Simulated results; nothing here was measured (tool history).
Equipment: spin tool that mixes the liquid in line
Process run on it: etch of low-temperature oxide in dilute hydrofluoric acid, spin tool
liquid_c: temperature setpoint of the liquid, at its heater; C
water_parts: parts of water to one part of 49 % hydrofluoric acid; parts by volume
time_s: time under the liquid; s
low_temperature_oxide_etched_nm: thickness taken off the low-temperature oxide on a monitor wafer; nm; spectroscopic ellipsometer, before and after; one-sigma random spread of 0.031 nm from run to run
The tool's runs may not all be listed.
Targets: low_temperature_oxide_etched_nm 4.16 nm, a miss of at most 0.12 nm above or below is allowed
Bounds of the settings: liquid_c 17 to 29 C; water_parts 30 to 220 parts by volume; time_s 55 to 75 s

run	hour	liquid_c	water_parts	time_s	low_temperature_oxide_etched_nm
1	0	21	125	75	5.7601
2	2.8	21	85	75	8.8752
3	10.9	21	85	75	8.8965
4	19.7	20	100	75	7.1964
5	26.2	19	110	75	6.1474
6	27.7	17	110	75	5.6507
7	30.8	17	120	75	5.1553
8	38.7	17	125	75	4.9284
9	45.4	17	130	75	4.7356
10	52.9	17	135	75	4.4568
11	56.7	17	140	75	4.3229

4 next moves are on the table. One of them brings every result within its allowed miss. Which?
A	60.5	17	135	75	?
B	60.5	18	140	75	?
C	60.5	17.5	140	75	?
D	60.5	18.5	115	55	?

move	low_temperature_oxide_etched_nm
A	4.4758
B	4.4776
C	4.3858
D	4.1844
A: the biggest miss grows against the last run
B: the biggest miss grows against the last run
C: the biggest miss grows against the last run
D: hits every target within its allowed miss
So the answer is move D, the one that meets all the targets.
